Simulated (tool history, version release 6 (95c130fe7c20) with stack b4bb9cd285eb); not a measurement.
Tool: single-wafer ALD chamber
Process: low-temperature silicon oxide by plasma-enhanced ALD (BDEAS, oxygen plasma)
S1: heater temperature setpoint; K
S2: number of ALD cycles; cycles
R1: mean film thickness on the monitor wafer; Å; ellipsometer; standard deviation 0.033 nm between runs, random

run,hour,S1,S2,R1
1,0,363.15,55,85.94
2,7.4,359.15,56,88.984
3,15.3,359.15,48,76.325
4,16.7,367.15,48,73.885
5,23,363.15,50,77.835
6,24,359.15,52,83.354
7,24.8,356.15,53,85.512
8,28,353.15,54,87.97
9,33.3,351.15,55,90.412
10,34.1,349.15,56,92.388

Expected results for the next run?
11,34.8,349.15,56,?

R1: 92.386 Å
